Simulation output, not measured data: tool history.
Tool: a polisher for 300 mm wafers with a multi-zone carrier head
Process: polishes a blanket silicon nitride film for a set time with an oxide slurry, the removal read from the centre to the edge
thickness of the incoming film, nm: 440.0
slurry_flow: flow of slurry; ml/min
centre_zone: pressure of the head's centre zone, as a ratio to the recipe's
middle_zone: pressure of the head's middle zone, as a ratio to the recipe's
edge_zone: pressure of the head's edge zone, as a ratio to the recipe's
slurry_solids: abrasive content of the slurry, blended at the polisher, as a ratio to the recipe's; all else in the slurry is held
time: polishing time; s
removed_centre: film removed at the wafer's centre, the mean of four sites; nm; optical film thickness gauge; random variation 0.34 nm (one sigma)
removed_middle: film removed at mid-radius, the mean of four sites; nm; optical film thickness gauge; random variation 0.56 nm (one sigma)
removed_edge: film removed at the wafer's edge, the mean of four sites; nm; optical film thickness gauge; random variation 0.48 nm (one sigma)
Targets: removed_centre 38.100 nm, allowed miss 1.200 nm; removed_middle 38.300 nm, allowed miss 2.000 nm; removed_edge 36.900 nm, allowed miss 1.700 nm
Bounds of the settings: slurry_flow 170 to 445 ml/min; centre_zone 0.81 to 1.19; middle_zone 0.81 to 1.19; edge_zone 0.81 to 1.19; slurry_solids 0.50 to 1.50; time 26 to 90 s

run  hour  slurry_flow  centre_zone  middle_zone  edge_zone  slurry_solids  time  removed_centre  removed_middle  removed_edge
  1   0.0          285         1.00         1.00       1.00           1.00    58          27.648          28.093        28.250
  2   1.2          285         1.00         1.00       1.00           1.00    45          21.192          21.682        21.352
  3   9.8          325         1.00         1.00       1.00           1.00    45          21.525          21.848        22.417
  4  16.8          325         1.00         1.00       1.00           1.00    38          18.730          18.818        18.508
  5  18.8          325         1.00         0.92       1.00           1.00    38          18.062          17.626        18.582
  6  22.9          330         1.01         0.97       1.01           1.10    42          21.202          21.132        21.630
  7  31.2          340         1.03         1.00       1.03           1.20    45          23.897          23.453        23.895
  8  33.7          345         1.04         1.02       1.03           1.25    48          26.078          26.035        26.487
  9  36.1          345         1.06         1.04       1.03           1.30    50          28.247          28.027        27.447
 10  45.0          350         1.07         1.05       1.04           1.35    52          30.399          29.276        29.105
 11  52.2          340         1.05         1.14       1.06           1.50    64          37.552          41.233        37.404
 12  53.7          340         1.06         1.13       1.06           1.50    64          38.458          40.352        37.631

Which of these 4 next moves meets every target?
  A  55.2          330         1.03         1.19       1.03           1.50    64               ?               ?             ?
  B  55.2          345         1.12         1.14       1.15           1.40    62               ?               ?             ?
  C  55.2          370         0.99         1.16       0.97           1.50    68               ?               ?             ?
  D  55.2          235         0.97         1.19       1.01           1.45    71               ?               ?             ?

move  removed_centre  removed_middle  removed_edge
   A          36.243          41.920        37.488
   B          37.417          38.306        37.599
   C          37.308          43.917        38.936
   D          36.376          44.839        39.945
A: further off than the last run
B: meets every target
C: further off than the last run
D: further off than the last run
Move B is the one to make.
